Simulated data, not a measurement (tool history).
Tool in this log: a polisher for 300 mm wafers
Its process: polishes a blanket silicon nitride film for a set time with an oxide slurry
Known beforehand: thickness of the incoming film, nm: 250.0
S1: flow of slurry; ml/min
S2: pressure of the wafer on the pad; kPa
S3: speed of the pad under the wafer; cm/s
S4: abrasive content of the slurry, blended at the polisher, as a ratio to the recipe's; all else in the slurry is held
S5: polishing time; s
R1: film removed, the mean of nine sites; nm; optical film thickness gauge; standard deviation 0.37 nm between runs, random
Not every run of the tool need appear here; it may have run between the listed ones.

run  hour   S1    S2   S3   S4  S5      R1
  1   0.0  175  24.8  112  1.0  65  46.729
  2   4.8  155  24.8  112  1.0  65  45.407
  3   7.7  155  24.8  112  1.2  65  48.508
  4  16.0  155  24.8  136  1.2  65  57.868
  5  25.0  150  20.7  130  1.2  65  45.403
  6  33.1  150  20.7  144  1.2  65  50.146
  7  36.2  145  17.9  138  1.2  65  41.275
  8  40.3  140  15.9  136  1.2  65  36.629
  9  48.9  135  14.5  134  1.2  65  32.962

The next listed run, before its measurement:
 10  57.5  130  13.8  134  1.2  65   ?

Run 10 came out at R1 31.191 nm.

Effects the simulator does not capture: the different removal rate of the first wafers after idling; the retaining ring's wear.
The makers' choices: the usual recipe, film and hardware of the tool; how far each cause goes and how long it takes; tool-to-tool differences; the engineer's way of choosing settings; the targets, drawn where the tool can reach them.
